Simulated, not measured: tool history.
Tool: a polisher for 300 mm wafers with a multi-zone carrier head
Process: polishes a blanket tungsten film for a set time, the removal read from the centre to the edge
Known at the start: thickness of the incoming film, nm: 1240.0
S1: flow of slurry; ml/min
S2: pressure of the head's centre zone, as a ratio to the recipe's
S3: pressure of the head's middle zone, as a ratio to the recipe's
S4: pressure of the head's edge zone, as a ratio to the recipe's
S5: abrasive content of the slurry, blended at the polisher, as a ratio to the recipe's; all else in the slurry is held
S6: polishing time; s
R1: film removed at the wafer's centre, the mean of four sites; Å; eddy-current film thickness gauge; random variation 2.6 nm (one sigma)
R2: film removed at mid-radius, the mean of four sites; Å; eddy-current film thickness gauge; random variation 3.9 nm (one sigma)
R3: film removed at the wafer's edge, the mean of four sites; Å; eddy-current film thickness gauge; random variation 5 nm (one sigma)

run 1 hour=0.0 | S1=270 S2=1.00 S3=1.00 S4=1.00 S5=1.00 S6=70 | R1=3555.1 R2=3615.2 R3=3562.2
run 2 hour=7.7 | S1=280 S2=0.98 S3=1.03 S4=1.03 S5=1.10 S6=72 | R1=3679.4 R2=3855.6 R3=3788.9
run 3 hour=14.8 | S1=255 S2=0.98 S3=1.03 S4=1.03 S5=1.10 S6=72 | R1=3606.9 R2=3834.3 R3=3792.3
run 4 hour=22.5 | S1=250 S2=0.96 S3=1.06 S4=1.03 S5=1.15 S6=75 | R1=3727.7 R2=4097.0 R3=3947.1
run 5 hour=23.6 | S1=255 S2=0.93 S3=1.08 S4=1.04 S5=1.20 S6=77 | R1=3783.0 R2=4326.9 R3=4110.0
run 6 hour=24.5 | S1=255 S2=0.93 S3=1.14 S4=1.04 S5=1.20 S6=77 | R1=3776.8 R2=4544.5 R3=4003.3
run 7 hour=33.0 | S1=260 S2=0.91 S3=1.15 S4=1.06 S5=1.25 S6=78 | R1=3753.3 R2=4716.5 R3=4249.8
run 8 hour=37.4 | S1=280 S2=0.90 S3=1.16 S4=1.07 S5=1.30 S6=79 | R1=3829.7 R2=4900.9 R3=4370.2
run 9 hour=38.4 | S1=295 S2=0.90 S3=1.17 S4=1.08 S5=1.35 S6=80 | R1=3978.2 R2=5046.9 R3=4479.9
run 10 hour=45.5 | S1=300 S2=0.89 S3=1.17 S4=1.09 S5=1.40 S6=81 | R1=4036.0 R2=5165.3 R3=4630.8
run 11 hour=53.6 | S1=305 S2=0.88 S3=1.17 S4=1.10 S5=1.40 S6=82 | R1=4016.1 R2=5211.5 R3=4716.2

The next listed run, before its measurement:
run 12 hour=55.5 | S1=310 S2=0.87 S3=1.17 S4=1.10 S5=1.40 S6=83 | R1=? R2=? R3=?

R1: 4026.5 Å
R2: 5245.4 Å
R3: 4803.5 Å
